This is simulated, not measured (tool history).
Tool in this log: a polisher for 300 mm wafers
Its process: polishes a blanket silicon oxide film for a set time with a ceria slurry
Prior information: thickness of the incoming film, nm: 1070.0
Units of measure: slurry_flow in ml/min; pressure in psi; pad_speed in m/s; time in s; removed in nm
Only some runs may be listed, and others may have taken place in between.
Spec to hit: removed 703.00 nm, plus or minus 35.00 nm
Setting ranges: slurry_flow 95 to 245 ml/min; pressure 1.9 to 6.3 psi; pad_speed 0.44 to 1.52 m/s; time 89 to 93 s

run  hour  slurry_flow  pressure  pad_speed  time  removed
  1   0.0          155       4.1       0.98    89   395.07
  2   8.3          155       4.3       0.98    89   413.85
  3  15.8          155       3.3       0.98    89   319.43
  4  19.5          155       3.3       1.06    89   342.57
  5  23.5          155       3.6       1.06    89   368.17
  6  30.9          155       3.6       1.06    89   368.85
  7  33.5          155       3.8       1.06    89   390.72
  8  39.5          155       4.0       1.06    89   404.59
     46.2  -- worn pad replaced by a new one
  9  46.2          155       4.2       1.06    89   459.49
 10  47.6          160       5.3       1.08    89   610.43
 11  51.3          160       5.6       1.08    89   644.38
 12  57.1          160       5.8       1.08    89   663.08

Pick the move, out of 5, that brings all results within their allowed miss; only one does.
  A  62.9          205       5.2       1.18    93        ?
  B  62.9          180       6.3       0.86    93        ?
  C  62.9          165       5.8       1.02    90        ?
  D  62.9          155       5.8       1.06    89        ?
  E  62.9          190       5.5       1.00    89        ?

move  removed
   A   699.93
   B   609.49
   C   632.57
   D   642.13
   E   595.86
A: meets every target
B: moves away from the targets compared with the last run
C: moves away from the targets compared with the last run
D: moves away from the targets compared with the last run
E: moves away from the targets compared with the last run
Correct choice: A, which meets every target
